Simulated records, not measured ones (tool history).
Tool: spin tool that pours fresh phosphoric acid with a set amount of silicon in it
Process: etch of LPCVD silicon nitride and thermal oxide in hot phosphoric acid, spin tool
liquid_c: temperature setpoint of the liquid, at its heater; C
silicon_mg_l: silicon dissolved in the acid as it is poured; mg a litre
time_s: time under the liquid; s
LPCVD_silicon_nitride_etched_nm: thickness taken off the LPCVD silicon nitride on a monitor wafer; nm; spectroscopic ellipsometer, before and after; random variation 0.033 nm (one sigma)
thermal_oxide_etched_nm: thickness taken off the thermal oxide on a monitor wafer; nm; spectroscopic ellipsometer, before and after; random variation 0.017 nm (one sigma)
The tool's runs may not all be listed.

run	hour	liquid_c	silicon_mg_l	time_s	LPCVD_silicon_nitride_etched_nm	thermal_oxide_etched_nm
1	0	163	16	45	4.2388	0.11954
2	5.9	162	18	45	4.1798	0.10603
3	9.6	162	18	60	5.4129	0.16469
4	11.2	160	18	60	5.0555	0.069969
5	15.4	160	11	60	5.0374	0.13593
6	16.4	160	17	60	5.1395	0.11738
7	22.4	159.5	16	55	4.5854	0.11271
8	24.2	159	18	50	4.1265	0.10023
9	32.2	158	23.5	40	3.1315	0.038981
10	40	159	22.5	40	3.2898	0.053561
11	45.8	159.5	22	40	3.2738	0.064401

The next listed run, before its measurement:
12	53.6	160	22.5	40	?	?

Run 12 gave LPCVD_silicon_nitride_etched_nm 3.4087 nm, thermal_oxide_etched_nm 0.061289 nm.

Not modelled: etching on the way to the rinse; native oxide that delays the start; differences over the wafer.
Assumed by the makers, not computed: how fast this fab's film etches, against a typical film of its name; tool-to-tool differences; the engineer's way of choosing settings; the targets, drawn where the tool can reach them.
